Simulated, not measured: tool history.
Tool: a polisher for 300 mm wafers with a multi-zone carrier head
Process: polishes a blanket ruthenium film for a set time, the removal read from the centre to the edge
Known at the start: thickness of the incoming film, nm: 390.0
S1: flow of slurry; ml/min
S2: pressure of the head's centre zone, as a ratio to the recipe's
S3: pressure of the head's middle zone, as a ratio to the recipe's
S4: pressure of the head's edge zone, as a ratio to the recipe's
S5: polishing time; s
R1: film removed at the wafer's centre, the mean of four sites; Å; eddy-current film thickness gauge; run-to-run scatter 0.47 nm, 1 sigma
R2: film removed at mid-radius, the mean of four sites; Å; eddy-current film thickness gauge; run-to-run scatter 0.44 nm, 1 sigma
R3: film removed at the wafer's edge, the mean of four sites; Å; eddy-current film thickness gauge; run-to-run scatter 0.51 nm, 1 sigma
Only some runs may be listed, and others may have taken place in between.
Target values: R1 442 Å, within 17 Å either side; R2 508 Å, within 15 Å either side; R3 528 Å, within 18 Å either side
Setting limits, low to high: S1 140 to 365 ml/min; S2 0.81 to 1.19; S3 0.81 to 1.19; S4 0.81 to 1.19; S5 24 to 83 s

{"run": 1, "hour": 0.0, "S1": 235, "S2": 1, "S3": 1, "S4": 1, "S5": 53, "R1": 627.06, "R2": 627.74, "R3": 633.09}
{"run": 2, "hour": 6.2, "S1": 220, "S2": 0.94, "S3": 0.98, "S4": 0.98, "S5": 51, "R1": 568.13, "R2": 582.31, "R3": 605.68}
{"run": 3, "hour": 8.4, "S1": 210, "S2": 0.9, "S3": 0.98, "S4": 0.97, "S5": 49, "R1": 527.54, "R2": 564.12, "R3": 568.66}
{"run": 4, "hour": 10.7, "S1": 200, "S2": 0.87, "S3": 0.97, "S4": 0.99, "S5": 48, "R1": 483.87, "R2": 540.16, "R3": 562.62}
{"run": 5, "hour": 13.5, "S1": 200, "S2": 0.95, "S3": 0.97, "S4": 0.99, "S5": 48, "R1": 534.45, "R2": 541.61, "R3": 563.12}
{"run": 6, "hour": 16.6, "S1": 200, "S2": 1.03, "S3": 0.97, "S4": 0.99, "S5": 48, "R1": 582.61, "R2": 532, "R3": 559.42}
{"run": 7, "hour": 18.6, "S1": 190, "S2": 0.97, "S3": 0.97, "S4": 0.99, "S5": 47, "R1": 524.37, "R2": 524.35, "R3": 551.58}
{"run": 8, "hour": 25.6, "S1": 180, "S2": 0.94, "S3": 0.97, "S4": 0.99, "S5": 47, "R1": 498.7, "R2": 519.66, "R3": 556.51}
{"run": 9, "hour": 26.8, "S1": 175, "S2": 0.92, "S3": 0.97, "S4": 0.98, "S5": 47, "R1": 487.83, "R2": 517.59, "R3": 545.66}
{"run": 10, "hour": 28.2, "S1": 165, "S2": 0.9, "S3": 0.97, "S4": 0.97, "S5": 47, "R1": 477.13, "R2": 517.94, "R3": 531.5}
{"run": 11, "hour": 29.7, "S1": 160, "S2": 0.89, "S3": 0.97, "S4": 0.97, "S5": 47, "R1": 473.04, "R2": 509.46, "R3": 523.09}

Exercise: of the 4 proposed moves below, exactly one satisfies all targets within the stated allowed misses. Which move is it?
{"run": "A", "hour": 31.2, "S1": 160, "S2": 0.92, "S3": 0.96, "S4": 0.93, "S5": 49, "R1": "?", "R2": "?", "R3": "?"}
{"run": "B", "hour": 31.2, "S1": 205, "S2": 0.84, "S3": 0.91, "S4": 0.86, "S5": 49, "R1": "?", "R2": "?", "R3": "?"}
{"run": "C", "hour": 31.2, "S1": 200, "S2": 0.96, "S3": 0.94, "S4": 0.89, "S5": 45, "R1": "?", "R2": "?", "R3": "?"}
{"run": "D", "hour": 31.2, "S1": 180, "S2": 0.84, "S3": 0.96, "S4": 0.97, "S5": 46, "R1": "?", "R2": "?", "R3": "?"}

move=A R1=497.84 R2=529.34 R3=541.57
move=B R1=475.13 R2=527.5 R3=538.72
move=C R1=497.35 R2=495.58 R3=500.95
move=D R1=436.32 R2=507.45 R3=526.44
A: the biggest miss grows against the last run
B: the biggest miss grows against the last run
C: the biggest miss grows against the last run
D: hits every target within its allowed miss
The right move is D.
